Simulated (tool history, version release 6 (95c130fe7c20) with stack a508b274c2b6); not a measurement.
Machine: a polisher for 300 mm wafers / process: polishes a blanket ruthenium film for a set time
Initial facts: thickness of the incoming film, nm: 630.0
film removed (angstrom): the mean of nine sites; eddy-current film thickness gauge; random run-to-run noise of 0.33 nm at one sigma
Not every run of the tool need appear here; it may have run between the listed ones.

run    day  flow of slurry (ml/min)  pressure of the wafer on the pad (kPa)  speed of the pad under the wafer (cm/s)  polishing time (s)  film removed (angstrom)
  1  0.000                      150                                    13.8                                       82                  47                   479.91
  2  0.108                      150                                    13.8                                       68                  47                   399.87
  3  0.225                      155                                    13.8                                       68                  47                   401.70
  4  0.571                      160                                    13.8                                       68                  47                   401.88
  5  0.683                      160                                    13.8                                       80                  47                   472.62
  6  0.871                      155                                    13.8                                       80                  47                   465.76
  7  1.088                      150                                    13.8                                       80                  47                   467.98
  8  1.258                      145                                    13.1                                       80                  47                   439.80

For run 9, what comes out?
  9  1.475                      140                                    13.1                                       80                  47                        ?

{"run 9": {"film removed (angstrom)": 442.69}}
